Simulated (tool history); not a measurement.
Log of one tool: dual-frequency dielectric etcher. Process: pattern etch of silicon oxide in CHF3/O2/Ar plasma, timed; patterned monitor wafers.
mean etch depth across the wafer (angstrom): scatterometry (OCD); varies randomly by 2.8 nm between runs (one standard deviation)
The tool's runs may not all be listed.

run  hour  source power (W)  bias power (W)  etch time (s)  mean etch depth across the wafer (angstrom)
  1   0.0               910             175          501.5                                      11646.0
  2   2.3               850             169          501.5                                      11135.0
  3   5.0               850             169          501.5                                      11202.0
  4  14.1               800             165          501.5                                      10721.0
  5  17.6               770             164          501.5                                      10443.0
  6  26.7               770             177          501.5                                      10730.0

What does the tool deliver on the next run?
  7  35.9               590             159          501.5                                            ?

mean etch depth across the wafer (angstrom): 8743.2
